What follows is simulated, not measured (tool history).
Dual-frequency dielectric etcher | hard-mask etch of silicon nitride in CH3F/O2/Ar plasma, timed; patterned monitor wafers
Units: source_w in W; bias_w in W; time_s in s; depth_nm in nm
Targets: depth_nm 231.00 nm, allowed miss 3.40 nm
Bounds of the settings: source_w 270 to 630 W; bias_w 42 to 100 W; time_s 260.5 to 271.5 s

run 1 day=0.000 | source_w=450 bias_w=71 time_s=260.5 | depth_nm=187.57
run 2 day=0.279 | source_w=450 bias_w=71 time_s=260.5 | depth_nm=187.02
run 3 day=0.517 | source_w=490 bias_w=75 time_s=261.0 | depth_nm=198.25
run 4 day=0.588 | source_w=490 bias_w=75 time_s=260.5 | depth_nm=199.69
run 5 day=0.938 | source_w=490 bias_w=82 time_s=260.5 | depth_nm=205.37
run 6 day=0.971 | source_w=490 bias_w=82 time_s=271.5 | depth_nm=214.34
run 7 day=0.992 | source_w=510 bias_w=82 time_s=271.5 | depth_nm=218.43
run 8 day=1.196 | source_w=530 bias_w=82 time_s=271.5 | depth_nm=221.11
run 9 day=1.250 | source_w=540 bias_w=82 time_s=271.5 | depth_nm=223.64
run 10 day=1.433 | source_w=550 bias_w=82 time_s=271.5 | depth_nm=224.42
run 11 day=1.667 | source_w=550 bias_w=82 time_s=271.5 | depth_nm=224.64
run 12 day=1.812 | source_w=560 bias_w=82 time_s=271.5 | depth_nm=225.84
run 13 day=1.967 | source_w=560 bias_w=82 time_s=271.5 | depth_nm=225.09

Which of these 5 next moves meets every target?
run A day=2.121 | source_w=540 bias_w=90 time_s=261.0 | depth_nm=?
run B day=2.121 | source_w=550 bias_w=88 time_s=263.5 | depth_nm=?
run C day=2.121 | source_w=580 bias_w=81 time_s=260.5 | depth_nm=?
run D day=2.121 | source_w=590 bias_w=93 time_s=260.5 | depth_nm=?
run E day=2.121 | source_w=550 bias_w=82 time_s=260.5 | depth_nm=?

move=A depth_nm=222.57
move=B depth_nm=224.73
move=C depth_nm=220.98
move=D depth_nm=233.43
move=E depth_nm=216.84
A: further off than the last run
B: further off than the last run
C: further off than the last run
D: meets every target
E: further off than the last run
Move D is the one to make.

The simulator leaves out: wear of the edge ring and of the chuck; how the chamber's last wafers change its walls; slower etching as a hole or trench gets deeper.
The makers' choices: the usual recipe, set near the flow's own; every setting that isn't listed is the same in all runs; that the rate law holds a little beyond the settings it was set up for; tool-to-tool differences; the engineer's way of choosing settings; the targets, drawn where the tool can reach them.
